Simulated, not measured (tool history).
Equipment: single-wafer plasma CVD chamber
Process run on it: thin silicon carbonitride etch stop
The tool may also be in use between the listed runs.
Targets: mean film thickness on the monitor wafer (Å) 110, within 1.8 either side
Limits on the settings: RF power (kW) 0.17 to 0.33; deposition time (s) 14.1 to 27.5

| run | hour | RF power (kW) | deposition time (s) | mean film thickness on the monitor wafer (Å) |
|---|---|---|---|---|
| 1 | 0 | 0.25 | 20.8 | 128.65 |
| 2 | 2.5 | 0.285 | 20.8 | 132.84 |
| 3 | 5.1 | 0.32 | 20.8 | 138.02 |
| 4 | 12.9 | 0.295 | 20.1 | 129.58 |
| 5 | 21.7 | 0.275 | 19.7 | 123.45 |
| 6 | 26.8 | 0.255 | 19.5 | 121.45 |
| 7 | 34.2 | 0.24 | 19.2 | 116.73 |
| 8 | 40 | 0.24 | 19.2 | 116.38 |
| 9 | 44 | 0.23 | 19.1 | 114.48 |
| 10 | 48.9 | 0.225 | 19 | 112.89 |
| 11 | 52.6 | 0.22 | 19 | 112.21 |

4 next moves are on the table. One of them brings every result within its allowed miss. Which?
| A | 56.3 | 0.23 | 17.6 | ? |
| B | 56.3 | 0.175 | 20.8 | ? |
| C | 56.3 | 0.255 | 18.6 | ? |
| D | 56.3 | 0.21 | 18.9 | ? |

| move | mean film thickness on the monitor wafer (Å) |
|---|---|
| A | 105.51 |
| B | 115.6 |
| C | 114.78 |
| D | 110.46 |
A: takes the biggest miss from the last run beyond its target
B: misses by more than the last run did
C: misses by more than the last run did
D: in spec on every target
D is the move that brings every result within its allowed miss.
